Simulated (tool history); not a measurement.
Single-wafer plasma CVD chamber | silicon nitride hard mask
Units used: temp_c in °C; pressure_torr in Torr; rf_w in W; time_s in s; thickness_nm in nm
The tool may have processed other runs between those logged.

run 1 hour=0 | temp_c=415 pressure_torr=1.79 rf_w=285 time_s=46.2 | thickness_nm=50.353
run 2 hour=3.4 | temp_c=425 pressure_torr=1.79 rf_w=285 time_s=46.2 | thickness_nm=50.02
run 3 hour=7.9 | temp_c=425 pressure_torr=1.88 rf_w=290 time_s=46.2 | thickness_nm=51.247
run 4 hour=14.1 | temp_c=425 pressure_torr=1.96 rf_w=295 time_s=46.2 | thickness_nm=52.318
run 5 hour=17.4 | temp_c=425 pressure_torr=2.08 rf_w=295 time_s=46.2 | thickness_nm=53.222
run 6 hour=24.1 | temp_c=425 pressure_torr=1.92 rf_w=295 time_s=46.2 | thickness_nm=52.181
run 7 hour=28.2 | temp_c=425 pressure_torr=1.99 rf_w=300 time_s=46.2 | thickness_nm=53.18
run 8 hour=30.7 | temp_c=425 pressure_torr=2.05 rf_w=300 time_s=46.2 | thickness_nm=53.759
run 9 hour=34.2 | temp_c=425 pressure_torr=2.11 rf_w=300 time_s=46.2 | thickness_nm=53.835
run 10 hour=42.6 | temp_c=425 pressure_torr=2.15 rf_w=305 time_s=46.2 | thickness_nm=54.845
run 11 hour=47.8 | temp_c=425 pressure_torr=2.19 rf_w=305 time_s=46.2 | thickness_nm=55.062
run 12 hour=50.9 | temp_c=425 pressure_torr=2.23 rf_w=305 time_s=46.2 | thickness_nm=55.287
run 13 hour=52 | temp_c=425 pressure_torr=2.26 rf_w=305 time_s=46.2 | thickness_nm=55.356
run 14 hour=58.5 | temp_c=425 pressure_torr=2.28 rf_w=305 time_s=46.2 | thickness_nm=55.325
run 15 hour=64.8 | temp_c=425 pressure_torr=2.3 rf_w=305 time_s=46.2 | thickness_nm=55.326
run 16 hour=67.4 | temp_c=425 pressure_torr=2.32 rf_w=305 time_s=46.2 | thickness_nm=55.363

What will run 17 give?
run 17 hour=68.3 | temp_c=425 pressure_torr=2.33 rf_w=305 time_s=46.2 | thickness_nm=?

{"run 17": {"thickness_nm": 55.668}}

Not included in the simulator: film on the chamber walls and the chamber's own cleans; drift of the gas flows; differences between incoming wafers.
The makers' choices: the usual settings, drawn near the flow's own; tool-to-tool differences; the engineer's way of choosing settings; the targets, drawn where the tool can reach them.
